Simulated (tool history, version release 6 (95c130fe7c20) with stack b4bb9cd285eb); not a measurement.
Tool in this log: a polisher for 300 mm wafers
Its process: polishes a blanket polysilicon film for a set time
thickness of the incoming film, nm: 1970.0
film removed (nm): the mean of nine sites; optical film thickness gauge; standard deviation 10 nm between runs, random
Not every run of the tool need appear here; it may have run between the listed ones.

| run | hour | flow of slurry (ml/min) | pressure of the wafer on the pad (kPa) | speed of the pad under the wafer (cm/s) | polishing time (s) | film removed (nm) |
|---|---|---|---|---|---|---|
| 1 | 0.0 | 290 | 16.5 | 100 | 95 | 614.62 |
| 2 | 8.3 | 325 | 16.5 | 100 | 95 | 628.66 |
| 3 | 17.3 | 325 | 16.5 | 112 | 95 | 694.81 |
| 4 | 20.0 | 325 | 17.9 | 112 | 95 | 752.66 |
| 5 | 21.1 | 325 | 19.3 | 112 | 95 | 799.15 |
| 6 | 23.6 | 325 | 19.3 | 112 | 100 | 848.66 |

Expected results for the next run?
| 7 | 31.4 | 325 | 20.7 | 112 | 100 | ? |

film removed (nm): 907.03
